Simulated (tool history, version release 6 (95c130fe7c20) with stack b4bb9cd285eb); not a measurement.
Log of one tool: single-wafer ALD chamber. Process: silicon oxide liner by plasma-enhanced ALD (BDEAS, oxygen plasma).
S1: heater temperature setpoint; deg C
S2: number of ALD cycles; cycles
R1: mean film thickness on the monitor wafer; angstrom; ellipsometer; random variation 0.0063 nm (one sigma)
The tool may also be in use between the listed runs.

run 1 day=0.000 | S1=310 S2=27 | R1=28.447
run 2 day=0.158 | S1=310 S2=25 | R1=26.198
run 3 day=0.483 | S1=310 S2=29 | R1=30.433
run 4 day=0.629 | S1=301 S2=29 | R1=30.852
run 5 day=0.750 | S1=301 S2=27 | R1=28.689
run 6 day=0.879 | S1=302 S2=25 | R1=26.300
run 7 day=1.067 | S1=302 S2=24 | R1=25.564
run 8 day=1.367 | S1=302 S2=23 | R1=24.436

Forecast run 9:
run 9 day=1.696 | S1=302 S2=22 | R1=?

{"run 9": {"R1": 23.304}}
